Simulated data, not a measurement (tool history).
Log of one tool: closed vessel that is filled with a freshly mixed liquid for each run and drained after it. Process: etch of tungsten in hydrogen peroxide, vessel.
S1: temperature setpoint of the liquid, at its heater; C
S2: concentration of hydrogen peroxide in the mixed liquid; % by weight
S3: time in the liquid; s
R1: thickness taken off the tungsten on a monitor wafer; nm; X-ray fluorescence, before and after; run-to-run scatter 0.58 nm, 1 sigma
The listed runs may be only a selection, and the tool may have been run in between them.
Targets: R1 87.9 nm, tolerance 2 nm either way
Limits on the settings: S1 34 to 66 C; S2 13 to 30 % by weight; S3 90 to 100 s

Run 1, hour 0: S1 50 C, S2 24 % by weight, S3 90 s. Result: R1 178.63 nm.
Run 2, hour 5.4: S1 50 C, S2 24 % by weight, S3 90 s. Result: R1 176.89 nm.
Run 3, hour 8.8: S1 48 C, S2 24 % by weight, S3 90 s. Result: R1 155.39 nm.
Run 4, hour 9.7: S1 48 C, S2 27 % by weight, S3 90 s. Result: R1 167.78 nm.
Run 5, hour 14.1: S1 48 C, S2 27 % by weight, S3 100 s. Result: R1 185.95 nm.
Run 6, hour 17.1: S1 48 C, S2 24.5 % by weight, S3 100 s. Result: R1 177.02 nm.
Run 7, hour 21.4: S1 40 C, S2 24 % by weight, S3 100 s. Result: R1 104.86 nm.
Run 8, hour 22.8: S1 39.5 C, S2 24 % by weight, S3 100 s. Result: R1 101.59 nm.
Run 9, hour 24.7: S1 36.5 C, S2 24 % by weight, S3 100 s. Result: R1 83.351 nm.

Below are 4 possible settings for the next run. Only one of them brings all results inside the allowed miss of their targets. Which is it?
Run A, hour 26.6: S1 39.5 C, S2 22.5 % by weight, S3 95 s. Result: R1 ?.
Run B, hour 26.6: S1 36.5 C, S2 23 % by weight, S3 100 s. Result: R1 ?.
Run C, hour 26.6: S1 38 C, S2 24 % by weight, S3 100 s. Result: R1 ?.
Run D, hour 26.6: S1 36.5 C, S2 26 % by weight, S3 100 s. Result: R1 ?.

move      R1
   A  94.939
   B  82.908
   C  93.539
   D   88.15
A: pushes the last run's worst result past its target
B: moves away from the targets compared with the last run
C: pushes the last run's worst result past its target
D: every result within its allowed miss
The right move is D.
